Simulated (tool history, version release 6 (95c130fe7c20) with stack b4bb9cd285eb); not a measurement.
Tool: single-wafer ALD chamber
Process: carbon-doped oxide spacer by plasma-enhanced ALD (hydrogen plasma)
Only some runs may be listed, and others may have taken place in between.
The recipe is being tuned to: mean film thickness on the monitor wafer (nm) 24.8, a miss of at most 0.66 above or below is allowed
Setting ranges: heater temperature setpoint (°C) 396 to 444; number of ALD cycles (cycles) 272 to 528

run,hour,heater temperature setpoint (°C),number of ALD cycles (cycles),mean film thickness on the monitor wafer (nm)
1,0,420,400,20.311
2,6.2,415,400,20.7
3,13.5,415,357,18.328
4,23,409,357,18.799
5,29.9,403,357,19.083
6,37.5,403,312,16.732
7,45.9,401,351,18.953
8,50.7,400,377,20.307
9,59.4,399,398,21.528

5 next moves are on the table. One of them brings every result within its allowed miss. Which?
A,68.1,396,486,?
B,68.1,398,478,?
C,68.1,402,380,?
D,68.1,396,490,?
E,68.1,397,458,?

move,mean film thickness on the monitor wafer (nm)
A,26.286
B,25.853
C,20.451
D,26.502
E,24.771
A: takes the biggest miss from the last run beyond its target
B: takes the biggest miss from the last run beyond its target
C: moves away from the targets compared with the last run
D: takes the biggest miss from the last run beyond its target
E: hits every target within its allowed miss
E meets every target.
